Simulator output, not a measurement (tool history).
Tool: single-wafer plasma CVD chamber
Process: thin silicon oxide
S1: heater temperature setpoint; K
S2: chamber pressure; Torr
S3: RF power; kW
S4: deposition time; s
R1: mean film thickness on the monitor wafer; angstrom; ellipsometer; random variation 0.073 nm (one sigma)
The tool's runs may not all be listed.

Run 1, hour 0.0: S1 663.15 K, S2 1.03 Torr, S3 0.320 kW, S4 5.35 s. Result: R1 130.44 angstrom.
Run 2, hour 4.8: S1 663.15 K, S2 0.96 Torr, S3 0.320 kW, S4 5.35 s. Result: R1 125.68 angstrom.
Run 3, hour 9.4: S1 663.15 K, S2 0.96 Torr, S3 0.350 kW, S4 5.35 s. Result: R1 126.90 angstrom.
Run 4, hour 13.4: S1 663.15 K, S2 0.78 Torr, S3 0.350 kW, S4 5.35 s. Result: R1 105.43 angstrom.
Run 5, hour 20.4: S1 671.15 K, S2 0.78 Torr, S3 0.350 kW, S4 5.35 s. Result: R1 104.69 angstrom.
Run 6, hour 23.3: S1 675.15 K, S2 0.78 Torr, S3 0.350 kW, S4 5.35 s. Result: R1 104.45 angstrom.
Run 7, hour 27.7: S1 675.15 K, S2 0.87 Torr, S3 0.350 kW, S4 5.35 s. Result: R1 115.25 angstrom.
Run 8, hour 32.9: S1 675.15 K, S2 0.93 Torr, S3 0.350 kW, S4 5.35 s. Result: R1 123.30 angstrom.
Run 9, hour 40.8: S1 675.15 K, S2 0.97 Torr, S3 0.350 kW, S4 5.35 s. Result: R1 128.38 angstrom.
Run 10, hour 45.5: S1 675.15 K, S2 1.01 Torr, S3 0.350 kW, S4 5.35 s. Result: R1 132.10 angstrom.
Run 11, hour 51.5: S1 675.15 K, S2 1.04 Torr, S3 0.350 kW, S4 5.35 s. Result: R1 134.12 angstrom.
Run 12, hour 54.9: S1 675.15 K, S2 1.07 Torr, S3 0.350 kW, S4 5.35 s. Result: R1 136.64 angstrom.
Run 13, hour 57.2: S1 675.15 K, S2 1.10 Torr, S3 0.350 kW, S4 5.35 s. Result: R1 139.26 angstrom.
Run 14, hour 64.6: S1 675.15 K, S2 1.12 Torr, S3 0.350 kW, S4 5.35 s. Result: R1 140.93 angstrom.

Forecast run 15:
Run 15, hour 66.3: S1 675.15 K, S2 1.14 Torr, S3 0.350 kW, S4 5.35 s. Result: R1 ?.

Run 15 gave R1 143.43 angstrom.

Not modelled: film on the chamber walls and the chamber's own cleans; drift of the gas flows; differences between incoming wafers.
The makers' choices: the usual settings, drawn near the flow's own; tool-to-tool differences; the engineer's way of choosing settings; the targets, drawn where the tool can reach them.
